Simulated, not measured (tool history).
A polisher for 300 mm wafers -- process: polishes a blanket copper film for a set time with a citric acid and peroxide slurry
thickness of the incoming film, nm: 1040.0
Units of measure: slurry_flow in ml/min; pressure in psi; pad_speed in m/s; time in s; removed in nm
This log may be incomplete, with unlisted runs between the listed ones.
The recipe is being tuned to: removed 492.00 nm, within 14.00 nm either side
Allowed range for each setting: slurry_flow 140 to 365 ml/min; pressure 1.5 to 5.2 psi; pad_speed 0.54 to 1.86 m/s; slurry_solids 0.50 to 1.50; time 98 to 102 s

{"run": 1, "hour": 0.0, "slurry_flow": 235, "pressure": 3.3, "pad_speed": 1.18, "slurry_solids": 1.0, "time": 98, "removed": 253.8}
{"run": 2, "hour": 4.9, "slurry_flow": 235, "pressure": 3.3, "pad_speed": 1.18, "slurry_solids": 1.1, "time": 98, "removed": 259.29}
{"run": 3, "hour": 13.4, "slurry_flow": 235, "pressure": 2.7, "pad_speed": 1.18, "slurry_solids": 1.1, "time": 98, "removed": 211.47}
{"run": 4, "hour": 20.6, "slurry_flow": 235, "pressure": 2.7, "pad_speed": 1.18, "slurry_solids": 1.1, "time": 98, "removed": 213.58}
{"run": 5, "hour": 22.4, "slurry_flow": 235, "pressure": 2.7, "pad_speed": 1.18, "slurry_solids": 1.2, "time": 98, "removed": 216.98}
{"run": 6, "hour": 25.0, "slurry_flow": 240, "pressure": 3.3, "pad_speed": 1.18, "slurry_solids": 1.2, "time": 98, "removed": 264.54}
{"run": 7, "hour": 28.5, "slurry_flow": 245, "pressure": 3.8, "pad_speed": 1.18, "slurry_solids": 1.2, "time": 98, "removed": 296.39}
{"run": 8, "hour": 30.4, "slurry_flow": 245, "pressure": 3.8, "pad_speed": 1.18, "slurry_solids": 1.2, "time": 98, "removed": 295.02}
{"run": 9, "hour": 35.5, "slurry_flow": 245, "pressure": 4.1, "pad_speed": 1.22, "slurry_solids": 1.2, "time": 98, "removed": 335.5}

Of the 4 settings listed for the next run, only one would bring every result within its allowed miss of target. Which one?
{"run": "A", "hour": 40.6, "slurry_flow": 255, "pressure": 2.9, "pad_speed": 0.86, "slurry_solids": 1.2, "time": 98, "removed": "?"}
{"run": "B", "hour": 40.6, "slurry_flow": 210, "pressure": 4.1, "pad_speed": 0.98, "slurry_solids": 1.4, "time": 98, "removed": "?"}
{"run": "C", "hour": 40.6, "slurry_flow": 255, "pressure": 5.2, "pad_speed": 1.36, "slurry_solids": 1.25, "time": 102, "removed": "?"}
{"run": "D", "hour": 40.6, "slurry_flow": 235, "pressure": 4.7, "pad_speed": 1.38, "slurry_solids": 1.05, "time": 102, "removed": "?"}

move=A removed=172.07
move=B removed=269.90
move=C removed=486.22
move=D removed=430.05
A: further off than the last run
B: further off than the last run
C: in spec on every target
D: moves toward the targets from the last run without getting all of them in spec
Go with C: it meets all targets.
